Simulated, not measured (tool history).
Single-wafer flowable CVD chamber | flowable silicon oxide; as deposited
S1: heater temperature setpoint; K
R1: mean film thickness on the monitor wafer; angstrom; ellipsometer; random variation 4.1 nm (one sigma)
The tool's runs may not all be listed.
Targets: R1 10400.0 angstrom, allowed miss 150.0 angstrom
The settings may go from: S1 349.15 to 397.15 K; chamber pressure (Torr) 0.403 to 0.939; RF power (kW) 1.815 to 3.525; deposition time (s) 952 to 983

{"run": 1, "hour": 0.0, "S1": 373.15, "chamber pressure (Torr)": 0.671, "RF power (kW)": 2.67, "deposition time (s)": 952, "R1": 4901.8}
{"run": 2, "hour": 6.1, "S1": 368.15, "chamber pressure (Torr)": 0.671, "RF power (kW)": 2.67, "deposition time (s)": 952, "R1": 5913.0}
{"run": 3, "hour": 14.3, "S1": 374.15, "chamber pressure (Torr)": 0.671, "RF power (kW)": 2.67, "deposition time (s)": 952, "R1": 4695.4}
{"run": 4, "hour": 17.0, "S1": 369.15, "chamber pressure (Torr)": 0.671, "RF power (kW)": 2.67, "deposition time (s)": 952, "R1": 5704.4}
{"run": 5, "hour": 21.0, "S1": 365.15, "chamber pressure (Torr)": 0.671, "RF power (kW)": 2.67, "deposition time (s)": 952, "R1": 6602.6}
{"run": 6, "hour": 23.5, "S1": 374.15, "chamber pressure (Torr)": 0.671, "RF power (kW)": 2.67, "deposition time (s)": 952, "R1": 4702.3}
{"run": 7, "hour": 29.1, "S1": 374.15, "chamber pressure (Torr)": 0.671, "RF power (kW)": 2.67, "deposition time (s)": 952, "R1": 4663.0}
{"run": 8, "hour": 33.6, "S1": 362.15, "chamber pressure (Torr)": 0.673, "RF power (kW)": 2.67, "deposition time (s)": 952, "R1": 7334.3}
{"run": 9, "hour": 35.0, "S1": 360.15, "chamber pressure (Torr)": 0.673, "RF power (kW)": 2.67, "deposition time (s)": 952, "R1": 7893.7}
{"run": 10, "hour": 39.5, "S1": 358.15, "chamber pressure (Torr)": 0.673, "RF power (kW)": 2.67, "deposition time (s)": 952, "R1": 8474.6}
{"run": 11, "hour": 47.0, "S1": 357.15, "chamber pressure (Torr)": 0.673, "RF power (kW)": 2.67, "deposition time (s)": 952, "R1": 8742.0}
{"run": 12, "hour": 52.4, "S1": 356.15, "chamber pressure (Torr)": 0.673, "RF power (kW)": 2.67, "deposition time (s)": 952, "R1": 9116.3}
{"run": 13, "hour": 55.5, "S1": 355.15, "chamber pressure (Torr)": 0.673, "RF power (kW)": 2.67, "deposition time (s)": 952, "R1": 9305.9}
{"run": 14, "hour": 62.9, "S1": 354.15, "chamber pressure (Torr)": 0.673, "RF power (kW)": 2.67, "deposition time (s)": 952, "R1": 9679.8}
{"run": 15, "hour": 70.5, "S1": 353.15, "chamber pressure (Torr)": 0.673, "RF power (kW)": 2.67, "deposition time (s)": 952, "R1": 9992.2}
{"run": 16, "hour": 75.0, "S1": 352.15, "chamber pressure (Torr)": 0.673, "RF power (kW)": 2.67, "deposition time (s)": 952, "R1": 10209.0}

Which of these 4 next moves meets every target?
{"run": "A", "hour": 79.5, "S1": 359.15, "chamber pressure (Torr)": 0.801, "RF power (kW)": 3.02, "deposition time (s)": 953, "R1": "?"}
{"run": "B", "hour": 79.5, "S1": 357.15, "chamber pressure (Torr)": 0.824, "RF power (kW)": 2.52, "deposition time (s)": 973, "R1": "?"}
{"run": "C", "hour": 79.5, "S1": 353.15, "chamber pressure (Torr)": 0.68, "RF power (kW)": 2.57, "deposition time (s)": 959, "R1": "?"}
{"run": "D", "hour": 79.5, "S1": 350.15, "chamber pressure (Torr)": 0.615, "RF power (kW)": 2.965, "deposition time (s)": 983, "R1": "?"}

move=A R1=9856.2
move=B R1=10828.0
move=C R1=10055.0
move=D R1=10369.0
A: further off than the last run
B: takes the result that was furthest off past its target
C: further off than the last run
D: meets every target
The right move is D.

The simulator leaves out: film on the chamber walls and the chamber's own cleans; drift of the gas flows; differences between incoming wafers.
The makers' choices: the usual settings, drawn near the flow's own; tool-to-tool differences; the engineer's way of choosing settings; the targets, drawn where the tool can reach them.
